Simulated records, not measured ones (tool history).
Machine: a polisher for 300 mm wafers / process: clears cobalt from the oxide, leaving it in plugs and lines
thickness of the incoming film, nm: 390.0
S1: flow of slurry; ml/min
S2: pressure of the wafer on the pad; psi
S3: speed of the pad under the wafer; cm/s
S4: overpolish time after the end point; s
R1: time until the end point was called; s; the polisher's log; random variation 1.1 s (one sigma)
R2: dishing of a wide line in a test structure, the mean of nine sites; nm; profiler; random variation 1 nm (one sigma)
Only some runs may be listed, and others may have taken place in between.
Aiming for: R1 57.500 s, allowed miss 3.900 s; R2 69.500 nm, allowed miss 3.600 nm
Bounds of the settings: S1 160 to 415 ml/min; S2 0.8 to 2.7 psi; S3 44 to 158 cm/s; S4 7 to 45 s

run,hour,S1,S2,S3,S4,R1,R2
1,0.0,265,1.7,100,23,94.346,54.409
2,5.0,265,1.4,100,23,113.060,50.104
3,8.1,315,1.4,100,23,115.350,50.836
4,16.4,315,1.6,102,23,98.657,52.595
5,20.8,315,1.2,102,23,132.530,45.563
6,21.6,260,1.2,102,23,131.150,45.064
7,25.7,260,1.4,104,23,112.500,51.236
8,29.6,260,1.5,104,23,102.370,53.145
9,35.1,260,1.6,104,23,97.193,53.338
10,40.5,260,1.7,104,23,91.746,53.686
11,49.2,260,1.8,104,24,83.928,58.019
12,52.2,260,1.9,104,24,84.343,56.706
13,52.9,260,1.9,104,24,82.948,57.591
14,54.7,260,2.0,104,24,77.397,59.684
15,59.5,260,2.1,104,24,76.336,61.915
16,67.3,260,2.6,112,20,57.274,64.059
17,74.7,260,2.6,112,21,57.874,63.352
18,78.8,260,2.6,112,22,56.787,63.056
19,86.8,260,2.6,112,23,55.949,63.960
20,90.7,260,2.6,112,24,58.748,65.726

Exercise: of the 4 proposed moves below, exactly one satisfies all targets within the stated allowed misses. Which move is it?
A,94.6,235,2.3,126,19,?,?
B,94.6,345,2.6,112,30,?,?
C,94.6,260,2.6,128,25,?,?
D,94.6,270,2.4,94,26,?,?

move,R1,R2
A,58.595,61.508
B,55.904,69.769
C,50.685,68.706
D,72.380,63.746
A: misses by more than the last run did
B: all results in spec
C: brings the result that was furthest off to its target, and leaves another outside
D: misses by more than the last run did
Go with B: it meets all targets.

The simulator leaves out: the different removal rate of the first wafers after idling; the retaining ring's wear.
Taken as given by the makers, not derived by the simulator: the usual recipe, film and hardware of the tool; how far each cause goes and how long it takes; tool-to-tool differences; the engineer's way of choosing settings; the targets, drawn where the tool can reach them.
